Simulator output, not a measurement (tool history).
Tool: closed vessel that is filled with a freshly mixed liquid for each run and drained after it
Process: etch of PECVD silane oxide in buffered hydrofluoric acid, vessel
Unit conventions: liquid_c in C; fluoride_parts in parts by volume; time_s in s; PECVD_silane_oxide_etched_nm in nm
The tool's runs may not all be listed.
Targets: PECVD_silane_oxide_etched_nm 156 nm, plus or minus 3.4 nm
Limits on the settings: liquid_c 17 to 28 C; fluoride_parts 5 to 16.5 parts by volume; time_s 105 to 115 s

run  hour  liquid_c  fluoride_parts  time_s  PECVD_silane_oxide_etched_nm
  1     0        20              10     105                        189.58
  2   7.7        20              10     105                        190.93
  3  13.4        20              10     105                        192.03
  4    17        20              10     115                        208.62
  5  18.7      19.5              10     115                        203.07
  6  22.3      19.5              10     105                        183.21
  7  23.2        19              10     105                        177.71
  8  26.7      18.5              10     105                        173.57
  9    28      17.5              10     105                        163.82

Which single option among these 5 for the next run brings every result within its allowed miss of target? Just one does.
  A  29.3      19.5            12.5     110                             ?
  B  29.3        18            10.5     110                             ?
  C  29.3        17              10     110                             ?
  D  29.3      17.5              10     110                             ?
  E  29.3      18.5            10.5     105                             ?

move  PECVD_silane_oxide_etched_nm
   A                        155.02
   B                        168.88
   C                         167.3
   D                        172.14
   E                        165.84
A: hits every target within its allowed miss
B: further off than the last run
C: further off than the last run
D: further off than the last run
E: further off than the last run
Correct choice: A, which meets every target
